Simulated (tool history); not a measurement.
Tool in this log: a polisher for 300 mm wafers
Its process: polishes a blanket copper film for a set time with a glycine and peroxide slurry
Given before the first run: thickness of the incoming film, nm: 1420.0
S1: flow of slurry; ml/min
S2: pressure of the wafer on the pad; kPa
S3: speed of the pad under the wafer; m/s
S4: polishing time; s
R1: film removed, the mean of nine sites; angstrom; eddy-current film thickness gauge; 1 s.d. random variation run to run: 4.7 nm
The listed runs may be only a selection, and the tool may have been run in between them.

Run 1, day 0.000: S1 280 ml/min, S2 24.1 kPa, S3 0.78 m/s, S4 72 s. Result: R1 3555.8 angstrom.
Run 2, day 0.146: S1 280 ml/min, S2 25.5 kPa, S3 0.78 m/s, S4 72 s. Result: R1 3688.2 angstrom.
Run 3, day 0.217: S1 350 ml/min, S2 25.5 kPa, S3 0.78 m/s, S4 72 s. Result: R1 3766.9 angstrom.
Run 4, day 0.292: S1 350 ml/min, S2 25.5 kPa, S3 0.78 m/s, S4 72 s. Result: R1 3699.2 angstrom.
Run 5, day 0.408: S1 350 ml/min, S2 26.9 kPa, S3 0.78 m/s, S4 72 s. Result: R1 3779.7 angstrom.
Run 6, day 0.488: S1 350 ml/min, S2 29.6 kPa, S3 0.78 m/s, S4 72 s. Result: R1 4000.0 angstrom.
Run 7, day 0.804: S1 350 ml/min, S2 30.3 kPa, S3 0.78 m/s, S4 72 s. Result: R1 4123.1 angstrom.

Run 8 comes next. What will it give?
Run 8, day 0.854: S1 350 ml/min, S2 30.3 kPa, S3 0.78 m/s, S4 72 s. Result: R1 ?.

{"run 8": {"R1": 4047.7}}
